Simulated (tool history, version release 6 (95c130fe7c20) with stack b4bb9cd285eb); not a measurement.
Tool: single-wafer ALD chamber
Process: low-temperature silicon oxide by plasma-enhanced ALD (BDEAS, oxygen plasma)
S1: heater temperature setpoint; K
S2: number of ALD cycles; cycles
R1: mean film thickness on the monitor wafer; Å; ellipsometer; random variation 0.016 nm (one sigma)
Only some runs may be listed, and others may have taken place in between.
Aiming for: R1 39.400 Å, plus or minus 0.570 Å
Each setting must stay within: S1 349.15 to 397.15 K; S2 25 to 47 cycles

run	day	S1	S2	R1
1	0.000	373.15	36	54.103
2	0.212	373.15	38	56.890
3	0.412	377.15	35	51.794
4	0.708	385.15	35	51.151
5	0.771	386.15	33	48.088
6	1.050	381.15	33	48.685
7	1.358	383.15	31	45.491
8	1.396	384.15	30	44.012
9	1.438	385.15	29	42.192
10	1.671	395.15	27	38.576
11	1.700	394.15	27	38.554

Below are 5 possible settings for the next run. Only one of them brings all results inside the allowed miss of their targets. Which is it?
A	1.729	393.15	26	?
B	1.729	386.15	27	?
C	1.729	388.15	28	?
D	1.729	381.15	28	?
E	1.729	382.15	28	?

move	R1
A	37.329
B	39.347
C	40.632
D	41.236
E	41.150
A: further off than the last run
B: every result within its allowed miss
C: takes the result that was furthest off past its target
D: takes the result that was furthest off past its target
E: takes the result that was furthest off past its target
Go with B: it meets all targets.
